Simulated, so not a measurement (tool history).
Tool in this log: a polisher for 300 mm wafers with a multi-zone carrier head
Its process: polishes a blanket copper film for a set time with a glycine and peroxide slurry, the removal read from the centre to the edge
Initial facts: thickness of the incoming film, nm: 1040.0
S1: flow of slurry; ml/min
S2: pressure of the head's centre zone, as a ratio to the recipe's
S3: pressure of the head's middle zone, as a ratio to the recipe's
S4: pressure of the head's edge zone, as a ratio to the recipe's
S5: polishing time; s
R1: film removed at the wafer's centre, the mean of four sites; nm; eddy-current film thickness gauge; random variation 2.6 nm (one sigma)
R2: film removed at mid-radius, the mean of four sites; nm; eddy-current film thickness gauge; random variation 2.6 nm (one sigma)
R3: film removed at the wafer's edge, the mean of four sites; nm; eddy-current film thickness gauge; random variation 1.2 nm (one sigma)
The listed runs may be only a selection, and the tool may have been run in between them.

| run | hour | S1 | S2 | S3 | S4 | S5 | R1 | R2 | R3 |
|---|---|---|---|---|---|---|---|---|---|
| 1 | 0.0 | 130 | 1.00 | 1.00 | 1.00 | 43 | 199.00 | 197.90 | 197.56 |
| 2 | 1.3 | 130 | 1.00 | 0.92 | 1.00 | 43 | 196.39 | 189.00 | 197.22 |
| 3 | 3.8 | 130 | 1.01 | 0.96 | 0.95 | 43 | 203.79 | 194.25 | 192.45 |
| 4 | 8.9 | 130 | 1.01 | 0.99 | 0.92 | 43 | 199.49 | 200.46 | 191.75 |
| 5 | 15.1 | 130 | 0.96 | 0.99 | 0.92 | 43 | 191.80 | 202.90 | 192.95 |
| 6 | 16.3 | 130 | 0.96 | 1.05 | 0.92 | 43 | 195.93 | 213.84 | 191.11 |
| 7 | 21.1 | 125 | 0.98 | 1.05 | 0.90 | 43 | 193.72 | 206.84 | 188.35 |

Forecast run 8:
| 8 | 22.5 | 125 | 1.00 | 1.06 | 0.88 | 43 | ? | ? | ? |

{"run 8": {"R1": 201.12, "R2": 210.95, "R3": 186.32}}
